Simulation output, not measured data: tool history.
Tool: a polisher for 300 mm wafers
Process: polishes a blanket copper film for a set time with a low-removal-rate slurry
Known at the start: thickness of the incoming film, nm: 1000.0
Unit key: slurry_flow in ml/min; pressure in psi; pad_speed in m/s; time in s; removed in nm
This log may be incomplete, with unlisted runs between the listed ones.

| run | day | slurry_flow | pressure | pad_speed | slurry_solids | time | removed |
|---|---|---|---|---|---|---|---|
| 1 | 0.000 | 320 | 1.6 | 0.86 | 1.0 | 84 | 106.730 |
| 2 | 0.129 | 320 | 1.6 | 0.86 | 1.0 | 88 | 110.960 |
| 3 | 0.208 | 320 | 1.5 | 0.86 | 1.0 | 88 | 105.180 |
| 4 | 0.317 | 320 | 1.3 | 0.86 | 1.0 | 88 | 92.345 |
| 5 | 0.392 | 320 | 1.3 | 0.64 | 1.0 | 88 | 69.332 |
| 6 | 0.517 | 350 | 1.3 | 0.64 | 1.0 | 88 | 72.210 |
| 7 | 0.758 | 365 | 1.3 | 0.64 | 1.0 | 88 | 72.736 |

Predict the results of run 8:
| 8 | 0.950 | 365 | 1.3 | 0.64 | 1.0 | 88 | ? |

{"run 8": {"removed": 72.353}}

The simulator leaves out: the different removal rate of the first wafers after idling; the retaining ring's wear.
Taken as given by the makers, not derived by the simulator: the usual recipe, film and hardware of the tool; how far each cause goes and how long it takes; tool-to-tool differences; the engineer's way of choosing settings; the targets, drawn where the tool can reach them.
